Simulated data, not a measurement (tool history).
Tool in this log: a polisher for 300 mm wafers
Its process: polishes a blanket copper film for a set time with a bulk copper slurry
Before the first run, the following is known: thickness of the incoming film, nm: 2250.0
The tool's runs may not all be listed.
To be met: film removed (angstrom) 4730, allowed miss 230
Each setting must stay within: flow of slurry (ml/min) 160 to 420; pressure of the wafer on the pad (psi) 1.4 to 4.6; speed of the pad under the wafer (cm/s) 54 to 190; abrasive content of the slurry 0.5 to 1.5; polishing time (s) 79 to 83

| run | hour | flow of slurry (ml/min) | pressure of the wafer on the pad (psi) | speed of the pad under the wafer (cm/s) | abrasive content of the slurry | polishing time (s) | film removed (angstrom) |
|---|---|---|---|---|---|---|---|
| 1 | 0 | 270 | 3 | 122 | 1 | 79 | 10462 |
| 2 | 8 | 270 | 2.8 | 118 | 1 | 79 | 9634.2 |
| 3 | 12.9 | 270 | 2.8 | 118 | 0.9 | 79 | 9027.7 |
| 4 | 14.9 | 270 | 2.1 | 118 | 0.9 | 79 | 6910.1 |
| 5 | 21.9 | 270 | 2.6 | 118 | 0.9 | 79 | 8356.2 |
| 6 | 23.5 | 270 | 2.5 | 116 | 0.9 | 79 | 7952.4 |
| 7 | 24.1 | 270 | 2.4 | 114 | 0.9 | 79 | 7913.3 |
| 8 | 31 | 260 | 1.6 | 80 | 0.85 | 79 | 3692.6 |
| 9 | 38.1 | 260 | 1.7 | 80 | 0.85 | 79 | 3955.5 |
| 10 | 39.4 | 260 | 2.2 | 82 | 0.85 | 79 | 5031.3 |

Next run, 5 choices. One meets every target within its allowed miss, the rest don't. Which?
| A | 40.7 | 285 | 2.2 | 84 | 1.1 | 80 | ? |
| B | 40.7 | 250 | 2.1 | 86 | 0.85 | 83 | ? |
| C | 40.7 | 265 | 2.5 | 68 | 0.75 | 81 | ? |
| D | 40.7 | 295 | 2.2 | 64 | 0.95 | 79 | ? |
| E | 40.7 | 220 | 2.3 | 80 | 0.8 | 83 | ? |

| move | film removed (angstrom) |
|---|---|
| A | 5617.8 |
| B | 5374.2 |
| C | 4885.4 |
| D | 4185.9 |
| E | 5336.3 |
A: misses by more than the last run did
B: misses by more than the last run did
C: all results in spec
D: the result that was furthest off in the last run now lies on the other side of its target
E: misses by more than the last run did
Answer: C
